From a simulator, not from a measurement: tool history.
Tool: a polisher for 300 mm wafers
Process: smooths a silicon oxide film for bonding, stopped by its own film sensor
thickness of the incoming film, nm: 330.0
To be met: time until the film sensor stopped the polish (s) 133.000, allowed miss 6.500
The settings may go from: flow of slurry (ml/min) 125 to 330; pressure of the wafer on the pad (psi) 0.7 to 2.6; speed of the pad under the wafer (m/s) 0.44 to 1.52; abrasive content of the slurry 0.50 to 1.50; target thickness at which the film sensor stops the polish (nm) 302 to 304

run    day  flow of slurry (ml/min)  pressure of the wafer on the pad (psi)  speed of the pad under the wafer (m/s)  abrasive content of the slurry  target thickness at which the film sensor stops the polish (nm)  time until the film sensor stopped the polish (s)
  1  0.000                      210                                     1.6                                    0.98                            1.00                                                              302                                             59.700
  2  0.250                      210                                     1.9                                    0.98                            1.00                                                              302                                             51.066
  3  0.317                      210                                     1.9                                    0.98                            0.90                                                              302                                             52.723
  4  0.388                      210                                     1.9                                    0.98                            0.80                                                              302                                             55.699
  5  0.612                      210                                     1.6                                    0.92                            0.80                                                              302                                             68.381
  6  0.933                      260                                     1.6                                    0.92                            0.80                                                              302                                             68.794
  7  1.204                      260                                     1.4                                    0.86                            0.80                                                              302                                             80.335
  8  1.517                      260                                     1.2                                    0.82                            0.80                                                              302                                             97.860
  9  1.858                      260                                     1.1                                    0.82                            0.80                                                              302                                            104.080
 10  2.200                      260                                     1.0                                    0.82                            0.80                                                              302                                            117.080

4 next moves are on the table. One of them brings every result within its allowed miss. Which?
  A  2.542                      255                                     0.8                                    0.78                            0.75                                                              303                                                  ?
  B  2.542                      255                                     0.9                                    0.84                            0.65                                                              302                                                  ?
  C  2.542                      225                                     0.9                                    0.88                            0.80                                                              304                                                  ?
  D  2.542                      225                                     0.8                                    0.94                            1.10                                                              302                                                  ?

move  time until the film sensor stopped the polish (s)
   A                                            143.000
   B                                            131.730
   C                                            110.930
   D                                            113.180
A: takes the result that was furthest off past its target
B: meets every target
C: further off than the last run
D: further off than the last run
Answer: B
